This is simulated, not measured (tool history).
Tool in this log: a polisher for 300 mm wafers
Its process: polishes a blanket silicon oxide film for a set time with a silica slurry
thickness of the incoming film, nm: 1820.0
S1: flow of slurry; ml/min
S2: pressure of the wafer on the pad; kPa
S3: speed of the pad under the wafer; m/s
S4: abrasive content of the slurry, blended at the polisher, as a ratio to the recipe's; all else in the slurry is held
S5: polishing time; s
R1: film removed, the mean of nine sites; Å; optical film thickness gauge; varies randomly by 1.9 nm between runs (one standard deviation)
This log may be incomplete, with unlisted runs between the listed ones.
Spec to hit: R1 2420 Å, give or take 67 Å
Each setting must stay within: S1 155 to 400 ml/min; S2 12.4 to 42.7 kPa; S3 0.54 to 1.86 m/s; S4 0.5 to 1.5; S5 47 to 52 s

run,hour,S1,S2,S3,S4,S5,R1
1,0,255,27.6,1.18,1,52,1629.1
2,2.6,255,27.6,1.18,1,52,1611
3,8.4,300,27.6,1.18,1,52,1655
4,16.5,300,27.6,1.18,1.1,52,1718.5
5,21.1,300,29,1.18,1.1,52,1792.5
6,26.3,300,29,1.34,1.1,52,1928.9
7,31.5,300,29.6,1.34,1.1,52,1974.2
8,35.6,300,30.3,1.34,1.1,52,2058.5
9,40.3,300,31,1.34,1.1,52,2088.6
10,42.1,300,31.7,1.34,1.1,52,2110.9

Exactly one of the 4 candidate moves below puts every result within its allowed miss. Which one?
A,43.9,320,31,1.28,1.05,47,?
B,43.9,310,26.9,1.24,1.25,48,?
C,43.9,300,35.2,1.46,1.1,51,?
D,43.9,360,33.1,1.24,0.85,47,?

move,R1
A,1790.8
B,1684.4
C,2434.4
D,1708.7
A: moves away from the targets compared with the last run
B: moves away from the targets compared with the last run
C: in spec on every target
D: moves away from the targets compared with the last run
The right move is C.

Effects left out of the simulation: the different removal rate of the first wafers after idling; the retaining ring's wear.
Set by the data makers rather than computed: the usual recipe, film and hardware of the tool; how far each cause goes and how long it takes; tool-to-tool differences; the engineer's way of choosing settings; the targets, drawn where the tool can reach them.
